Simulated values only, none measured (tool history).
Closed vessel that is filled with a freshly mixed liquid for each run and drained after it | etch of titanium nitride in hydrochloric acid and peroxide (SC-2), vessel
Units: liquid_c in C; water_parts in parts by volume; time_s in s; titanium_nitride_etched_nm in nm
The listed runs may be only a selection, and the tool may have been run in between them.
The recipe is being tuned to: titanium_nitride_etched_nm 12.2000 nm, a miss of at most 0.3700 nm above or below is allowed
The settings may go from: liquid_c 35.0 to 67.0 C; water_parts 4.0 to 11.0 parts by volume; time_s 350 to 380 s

| run | hour | liquid_c | water_parts | time_s | titanium_nitride_etched_nm |
|---|---|---|---|---|---|
| 1 | 0.0 | 51.0 | 6.0 | 350 | 19.2420 |
| 2 | 9.0 | 45.0 | 6.0 | 350 | 13.0020 |
| 3 | 10.3 | 45.0 | 6.0 | 350 | 13.1530 |
| 4 | 19.1 | 45.0 | 7.5 | 350 | 10.7980 |
| 5 | 24.7 | 45.5 | 7.5 | 350 | 11.2840 |
| 6 | 32.0 | 41.0 | 7.5 | 350 | 8.2762 |
| 7 | 37.8 | 42.5 | 7.5 | 350 | 9.1783 |
| 8 | 42.0 | 43.5 | 7.5 | 350 | 9.6204 |
| 9 | 43.8 | 44.5 | 7.5 | 350 | 10.5130 |
| 10 | 51.9 | 45.0 | 7.5 | 350 | 10.8630 |
| 11 | 55.6 | 45.5 | 7.5 | 350 | 11.3570 |
| 12 | 57.6 | 46.0 | 7.5 | 350 | 11.6410 |

4 next moves are on the table. One of them brings every result within its allowed miss. Which?
| A | 59.6 | 44.5 | 7.5 | 380 | ? |
| B | 59.6 | 47.0 | 8.5 | 350 | ? |
| C | 59.6 | 45.5 | 7.0 | 355 | ? |
| D | 59.6 | 45.0 | 7.0 | 350 | ? |

| move | titanium_nitride_etched_nm |
|---|---|
| A | 11.5450 |
| B | 11.4050 |
| C | 12.2010 |
| D | 11.6240 |
A: its largest miss is bigger than the last run's
B: its largest miss is bigger than the last run's
C: every result within its allowed miss
D: no nearer and no further than the last run
Answer: C

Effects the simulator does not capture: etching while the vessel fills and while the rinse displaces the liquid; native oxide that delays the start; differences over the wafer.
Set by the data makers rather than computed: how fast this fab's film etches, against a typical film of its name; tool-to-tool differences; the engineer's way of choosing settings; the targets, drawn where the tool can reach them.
